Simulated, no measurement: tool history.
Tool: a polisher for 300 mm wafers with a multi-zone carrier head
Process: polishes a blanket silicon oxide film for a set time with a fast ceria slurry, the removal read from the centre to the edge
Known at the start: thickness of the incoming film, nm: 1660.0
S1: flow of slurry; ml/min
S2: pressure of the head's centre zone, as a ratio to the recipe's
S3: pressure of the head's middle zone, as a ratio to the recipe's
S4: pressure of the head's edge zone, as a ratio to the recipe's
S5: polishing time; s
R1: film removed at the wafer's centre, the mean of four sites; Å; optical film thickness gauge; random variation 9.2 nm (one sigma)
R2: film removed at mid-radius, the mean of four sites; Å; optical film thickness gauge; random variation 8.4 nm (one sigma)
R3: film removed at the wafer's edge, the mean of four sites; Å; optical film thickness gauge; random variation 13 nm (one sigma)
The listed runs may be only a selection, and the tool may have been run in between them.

run,hour,S1,S2,S3,S4,S5,R1,R2,R3
1,0.0,270,1.00,1.00,1.00,24,6418.7,6525.9,7022.9
2,8.0,270,1.00,1.00,1.00,21,5741.3,5694.5,5965.3
3,16.1,270,1.00,1.00,1.00,16,4258.9,4382.1,4515.6
4,20.3,275,1.03,1.00,1.03,19,5288.6,5182.8,5640.5
5,25.6,285,1.07,1.02,1.04,20,5956.7,5626.3,5893.6
6,33.3,285,1.08,1.02,1.07,21,6125.8,5950.3,6099.3

Predict the results of run 7:
7,35.1,300,1.10,0.92,1.08,27,?,?,?

Run 7 measured R1 8139.9 Å, R2 7077.5 Å, R3 7873.0 Å.
